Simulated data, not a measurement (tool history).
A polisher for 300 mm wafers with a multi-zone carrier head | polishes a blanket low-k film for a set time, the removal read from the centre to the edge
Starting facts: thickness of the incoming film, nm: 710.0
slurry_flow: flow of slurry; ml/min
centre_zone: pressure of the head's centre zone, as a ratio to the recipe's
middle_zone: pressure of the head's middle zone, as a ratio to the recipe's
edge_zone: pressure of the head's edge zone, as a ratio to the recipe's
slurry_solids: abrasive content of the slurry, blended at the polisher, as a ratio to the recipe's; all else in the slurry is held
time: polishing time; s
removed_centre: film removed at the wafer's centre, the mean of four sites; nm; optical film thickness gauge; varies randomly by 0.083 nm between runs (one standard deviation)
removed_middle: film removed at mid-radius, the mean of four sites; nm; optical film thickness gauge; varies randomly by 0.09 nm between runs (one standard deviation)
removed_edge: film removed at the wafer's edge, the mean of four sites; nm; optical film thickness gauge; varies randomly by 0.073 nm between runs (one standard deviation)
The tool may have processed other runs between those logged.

run	hour	slurry_flow	centre_zone	middle_zone	edge_zone	slurry_solids	time	removed_centre	removed_middle	removed_edge
1	0.0	205	1.00	1.00	1.00	1.00	30	8.1415	8.2217	8.2568
2	8.1	205	1.00	1.00	1.00	0.90	30	7.5566	7.8165	7.7292
3	9.4	205	1.00	1.00	1.00	0.90	27	6.7587	7.0001	6.8685
4	17.6	210	0.97	1.00	1.05	1.00	27	7.0889	7.5917	7.6668
5	20.6	220	0.96	0.99	1.09	1.05	27	7.3092	7.6614	7.9888
6	22.5	220	0.96	1.07	1.09	1.05	27	7.4148	8.1700	7.9483
7	30.4	225	0.94	1.04	1.12	1.10	27	7.2431	8.4453	8.3699
8	31.6	230	0.94	1.01	1.14	1.15	27	7.5386	8.1254	8.7461

Estimate the outcome of run 9 from the log above:
9	33.1	240	0.94	1.01	1.16	1.20	27	?	?	?

Run 9 gave removed_centre 7.8850 nm, removed_middle 8.5411 nm, removed_edge 9.0164 nm.
